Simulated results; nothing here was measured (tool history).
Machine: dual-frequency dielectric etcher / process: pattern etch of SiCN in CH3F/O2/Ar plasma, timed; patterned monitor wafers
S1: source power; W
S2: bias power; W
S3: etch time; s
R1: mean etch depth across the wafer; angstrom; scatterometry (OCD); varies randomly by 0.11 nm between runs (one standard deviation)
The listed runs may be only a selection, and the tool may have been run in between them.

run	day	S1	S2	S3	R1
1	0	310	53	89.5	270.55
2	0.242	320	53	89.5	272.6
3	0.5	320	47	89.5	263.96
4	0.721	330	47	89.5	265.56
5	0.975	340	48	89.5	272.51
6	1.125	350	48	89.5	272.79
7	1.496	360	49	89.5	277.65
8	1.842	360	49	89.5	278.68

Run 9, settings as shown, results not yet in. Your forecast:
9	2.142	370	49	89.5	?

Run 9 came out at R1 280.59 angstrom.

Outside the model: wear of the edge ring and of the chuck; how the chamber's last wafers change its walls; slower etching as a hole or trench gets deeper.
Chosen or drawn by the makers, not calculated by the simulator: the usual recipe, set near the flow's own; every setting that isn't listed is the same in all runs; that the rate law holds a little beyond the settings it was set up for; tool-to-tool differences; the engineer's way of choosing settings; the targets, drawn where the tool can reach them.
